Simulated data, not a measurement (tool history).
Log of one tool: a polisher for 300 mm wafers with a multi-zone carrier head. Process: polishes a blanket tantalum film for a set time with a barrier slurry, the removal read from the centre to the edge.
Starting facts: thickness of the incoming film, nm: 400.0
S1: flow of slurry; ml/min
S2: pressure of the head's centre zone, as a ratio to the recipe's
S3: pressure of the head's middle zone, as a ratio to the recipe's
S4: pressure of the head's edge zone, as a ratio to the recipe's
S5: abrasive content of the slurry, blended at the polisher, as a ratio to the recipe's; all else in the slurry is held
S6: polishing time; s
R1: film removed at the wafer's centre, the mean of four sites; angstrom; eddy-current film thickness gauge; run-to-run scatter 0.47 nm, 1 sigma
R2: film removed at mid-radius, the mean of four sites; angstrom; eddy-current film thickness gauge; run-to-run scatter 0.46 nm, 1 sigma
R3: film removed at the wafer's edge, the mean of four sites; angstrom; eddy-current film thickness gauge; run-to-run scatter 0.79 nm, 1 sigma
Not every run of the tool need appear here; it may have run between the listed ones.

run	day	S1	S2	S3	S4	S5	S6	R1	R2	R3
1	0	140	1	1	1	1	54	885.02	915.87	909.54
2	0.154	130	0.95	0.97	0.97	0.85	50	701.19	747.91	756.44
3	0.354	120	0.91	0.94	0.93	0.75	50	613.03	662.79	691.71
4	0.421	115	0.89	0.93	0.9	0.7	50	569.86	616.91	633.68
5	0.75	150	0.89	0.93	0.9	0.7	50	603.71	650.39	663.74
6	1.058	150	0.89	0.87	0.9	0.7	50	601.79	621.43	650.56

The next listed run, before its measurement:
7	1.312	135	0.87	0.88	0.88	0.7	50	?	?	?

R1: 578.83 angstrom
R2: 607.56 angstrom
R3: 638.23 angstrom
